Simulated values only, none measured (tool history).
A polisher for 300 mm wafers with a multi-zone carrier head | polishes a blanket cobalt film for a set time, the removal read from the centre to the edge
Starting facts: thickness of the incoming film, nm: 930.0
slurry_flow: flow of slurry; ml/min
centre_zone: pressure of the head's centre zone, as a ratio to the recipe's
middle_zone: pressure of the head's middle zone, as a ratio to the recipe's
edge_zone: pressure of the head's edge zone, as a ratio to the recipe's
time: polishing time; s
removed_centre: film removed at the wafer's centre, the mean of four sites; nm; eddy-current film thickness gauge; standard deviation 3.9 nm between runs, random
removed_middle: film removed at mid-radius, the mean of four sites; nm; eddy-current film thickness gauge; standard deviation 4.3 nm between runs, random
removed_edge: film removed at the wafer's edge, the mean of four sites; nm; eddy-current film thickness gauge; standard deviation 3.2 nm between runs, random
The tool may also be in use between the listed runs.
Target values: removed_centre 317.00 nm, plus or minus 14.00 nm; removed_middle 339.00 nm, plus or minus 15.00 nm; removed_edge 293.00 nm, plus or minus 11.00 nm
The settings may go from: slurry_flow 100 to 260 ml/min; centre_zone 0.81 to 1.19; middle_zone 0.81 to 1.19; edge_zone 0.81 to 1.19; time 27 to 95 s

run  hour  slurry_flow  centre_zone  middle_zone  edge_zone  time  removed_centre  removed_middle  removed_edge
  1   0.0          165         1.00         1.00       1.00    61          241.89          242.84        235.28
  2   0.6          165         1.00         1.00       0.96    61          243.74          241.98        228.11
  3   1.9          165         1.00         0.91       0.96    61          238.81          224.84        229.21
  4   8.5          175         1.01         0.96       0.98    63          256.67          248.15        244.09
  5  10.1          185         1.02         1.00       1.00    64          268.34          250.77        248.90
  6  16.4          185         1.02         1.03       1.00    64          266.43          260.36        246.84
  7  19.4          185         1.02         1.05       1.00    66          281.22          276.78        254.41
  8  26.7          185         1.01         1.07       1.01    67          276.22          290.27        261.72

Pick the move, out of 5, that brings all results within their allowed miss; only one does.
  A  34.0          215         0.98         1.03       0.90    79               ?               ?             ?
  B  34.0          260         1.10         1.11       0.97    68               ?               ?             ?
  C  34.0          175         0.97         1.15       1.01    61               ?               ?             ?
  D  34.0          180         0.96         1.10       0.97    60               ?               ?             ?
  E  34.0          165         1.14         0.99       1.01    71               ?               ?             ?

move  removed_centre  removed_middle  removed_edge
   A          319.92          332.54        298.25
   B          317.22          309.13        270.03
   C          237.10          271.09        237.88
   D          231.79          258.95        230.30
   E          321.19          279.55        275.62
A: every result lands within tolerance
B: nearer the targets than the last run, but a result is still out of spec
C: the biggest miss grows against the last run
D: the biggest miss grows against the last run
E: the biggest miss grows against the last run
The right move is A.

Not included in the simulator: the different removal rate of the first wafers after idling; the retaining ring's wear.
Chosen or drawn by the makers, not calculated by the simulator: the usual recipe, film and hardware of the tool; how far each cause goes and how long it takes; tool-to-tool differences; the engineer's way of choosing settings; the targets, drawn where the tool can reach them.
